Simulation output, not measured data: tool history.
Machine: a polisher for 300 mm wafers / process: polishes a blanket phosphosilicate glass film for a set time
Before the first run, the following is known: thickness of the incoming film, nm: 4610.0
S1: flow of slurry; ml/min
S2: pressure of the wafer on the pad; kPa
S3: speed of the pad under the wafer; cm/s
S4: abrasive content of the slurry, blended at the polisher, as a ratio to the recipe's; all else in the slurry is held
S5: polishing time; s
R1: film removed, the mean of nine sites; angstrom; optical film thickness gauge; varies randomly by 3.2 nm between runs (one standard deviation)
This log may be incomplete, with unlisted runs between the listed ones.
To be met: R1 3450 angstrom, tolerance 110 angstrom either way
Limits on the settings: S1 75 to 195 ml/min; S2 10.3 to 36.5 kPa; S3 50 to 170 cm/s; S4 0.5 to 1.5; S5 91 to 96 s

run    day   S1    S2   S3  S4  S5      R1
  1      0  125  23.4  110   1  91  8525.9
  2  0.371  125  17.9  110   1  91  6624.6
  3  0.729  125  17.9   98   1  91  6018.9
  4    1.1  120  15.9   92   1  91  4907.9
  5  1.367  105  15.9   92   1  91  4738.2
  6  1.412   75  15.9   92   1  91  3989.7
  7  1.442   75  15.2   92   1  91  3886.8
  8  1.467   75  14.5   92   1  91  3672.4
  9  1.496   75  13.1   92   1  91  3329.6

Which one of the following 4 next-run settings gets every result inside its allowed miss? There is exactly one.
  A  1.525   75  10.3  116     1  91   ?
  B  1.525   75  15.2   90  0.95  91   ?
  C  1.525  115  13.1   68  1.05  96   ?
  D  1.525   75  12.4   84  1.15  91   ?

move      R1
   A  3204.9
   B  3654.9
   C  3472.6
   D  3149.7
A: the biggest miss grows against the last run
B: carries the result that was furthest off beyond its target, to the other side
C: every result lands within tolerance
D: the biggest miss grows against the last run
C is the move that brings every result within its allowed miss.

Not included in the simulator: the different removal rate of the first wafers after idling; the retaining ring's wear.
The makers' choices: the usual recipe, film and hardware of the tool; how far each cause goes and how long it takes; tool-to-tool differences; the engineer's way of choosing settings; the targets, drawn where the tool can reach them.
